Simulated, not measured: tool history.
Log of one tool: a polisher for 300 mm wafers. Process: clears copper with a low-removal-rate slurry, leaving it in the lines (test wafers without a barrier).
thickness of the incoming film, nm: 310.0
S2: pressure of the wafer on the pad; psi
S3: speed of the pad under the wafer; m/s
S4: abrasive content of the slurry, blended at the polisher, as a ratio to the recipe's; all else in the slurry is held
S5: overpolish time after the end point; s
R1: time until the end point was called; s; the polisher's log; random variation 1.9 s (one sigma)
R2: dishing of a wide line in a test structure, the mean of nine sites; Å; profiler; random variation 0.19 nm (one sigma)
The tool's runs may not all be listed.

run 1 hour=0 | flow_of_slurry_(ml/min)=175 S2=3.8 S3=0.9 S4=1 S5=13 | R1=109.07 R2=215.97
run 2 hour=6.5 | flow_of_slurry_(ml/min)=175 S2=3.5 S3=0.94 S4=1 S5=10 | R1=112.22 R2=176.42
run 3 hour=10.7 | flow_of_slurry_(ml/min)=175 S2=3.1 S3=1 S4=1 S5=8 | R1=114.28 R2=141.02
run 4 hour=16 | flow_of_slurry_(ml/min)=210 S2=3.1 S3=1 S4=1 S5=8 | R1=114.86 R2=145.17
run 5 hour=19 | flow_of_slurry_(ml/min)=210 S2=2.3 S3=1 S4=1 S5=8 | R1=135.34 R2=119.37
run 6 hour=25.8 | flow_of_slurry_(ml/min)=175 S2=2.1 S3=1.12 S4=0.9 S5=7 | R1=138.98 R2=112.57
run 7 hour=27.2 | flow_of_slurry_(ml/min)=205 S2=2 S3=1.12 S4=1.1 S5=6 | R1=128.91 R2=92.591
run 8 hour=35.9 | flow_of_slurry_(ml/min)=210 S2=2.1 S3=1.14 S4=1.15 S5=6 | R1=124.4 R2=99.717
run 9 hour=36.6 | flow_of_slurry_(ml/min)=210 S2=2.1 S3=1.18 S4=1.25 S5=5 | R1=124.33 R2=92.999
run 10 hour=45.3 | flow_of_slurry_(ml/min)=230 S2=2 S3=1.26 S4=1.35 S5=5 | R1=115.37 R2=92.782
run 11 hour=51.9 | flow_of_slurry_(ml/min)=240 S2=1.9 S3=1.3 S4=1.4 S5=5 | R1=113.62 R2=96.684
run 12 hour=57 | flow_of_slurry_(ml/min)=210 S2=1.9 S3=1.34 S4=1.45 S5=5 | R1=113.76 R2=92.996
run 13 hour=65.4 | flow_of_slurry_(ml/min)=220 S2=1.8 S3=1.36 S4=1.45 S5=5 | R1=116.91 R2=96.61
run 14 hour=72.8 | flow_of_slurry_(ml/min)=235 S2=2.1 S3=1.26 S4=1.45 S5=5 | R1=110.45 R2=99.362

Forecast run 15:
run 15 hour=80.6 | flow_of_slurry_(ml/min)=235 S2=2.1 S3=1.26 S4=1.45 S5=5 | R1=? R2=?

R1: 113.47 s
R2: 96.289 Å
